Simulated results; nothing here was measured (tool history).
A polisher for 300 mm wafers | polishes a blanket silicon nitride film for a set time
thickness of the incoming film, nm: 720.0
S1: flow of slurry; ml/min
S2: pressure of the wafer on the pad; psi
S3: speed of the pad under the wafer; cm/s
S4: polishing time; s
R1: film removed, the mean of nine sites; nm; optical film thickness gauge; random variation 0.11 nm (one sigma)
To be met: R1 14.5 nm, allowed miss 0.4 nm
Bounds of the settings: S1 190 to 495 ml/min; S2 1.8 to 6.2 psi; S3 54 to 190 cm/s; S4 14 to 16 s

Run 1, hour 0: S1 320 ml/min, S2 4 psi, S3 122 cm/s, S4 16 s. Result: R1 32.096 nm.
Run 2, hour 1.9: S1 320 ml/min, S2 4 psi, S3 122 cm/s, S4 14 s. Result: R1 28.406 nm.
Run 3, hour 6.4: S1 280 ml/min, S2 4 psi, S3 122 cm/s, S4 14 s. Result: R1 28.474 nm.
Run 4, hour 10.9: S1 275 ml/min, S2 3.7 psi, S3 120 cm/s, S4 14 s. Result: R1 26.291 nm.
Run 5, hour 14.4: S1 275 ml/min, S2 3.7 psi, S3 134 cm/s, S4 14 s. Result: R1 28.035 nm.
Run 6, hour 21: S1 270 ml/min, S2 3.5 psi, S3 130 cm/s, S4 14 s. Result: R1 26.221 nm.
Run 7, hour 28.4: S1 265 ml/min, S2 3.3 psi, S3 126 cm/s, S4 14 s. Result: R1 24.711 nm.
Run 8, hour 29.7: S1 260 ml/min, S2 3.1 psi, S3 122 cm/s, S4 14 s. Result: R1 22.837 nm.
Run 9, hour 36.4: S1 255 ml/min, S2 2.9 psi, S3 120 cm/s, S4 14 s. Result: R1 21.193 nm.
Run 10, hour 42.7: S1 245 ml/min, S2 1.8 psi, S3 104 cm/s, S4 14 s. Result: R1 13.481 nm.

5 next moves are on the table. One of them brings every result within its allowed miss. Which?
Run A, hour 49: S1 280 ml/min, S2 1.8 psi, S3 112 cm/s, S4 14 s. Result: R1 ?.
Run B, hour 49: S1 220 ml/min, S2 1.8 psi, S3 98 cm/s, S4 14 s. Result: R1 ?.
Run C, hour 49: S1 260 ml/min, S2 1.8 psi, S3 100 cm/s, S4 14 s. Result: R1 ?.
Run D, hour 49: S1 350 ml/min, S2 1.9 psi, S3 86 cm/s, S4 14 s. Result: R1 ?.
Run E, hour 49: S1 325 ml/min, S2 1.9 psi, S3 82 cm/s, S4 14 s. Result: R1 ?.

move      R1
   A  14.379
   B   13.07
   C  13.374
   D  12.978
   E  12.581
A: meets every target
B: further off than the last run
C: further off than the last run
D: further off than the last run
E: further off than the last run
Answer: A
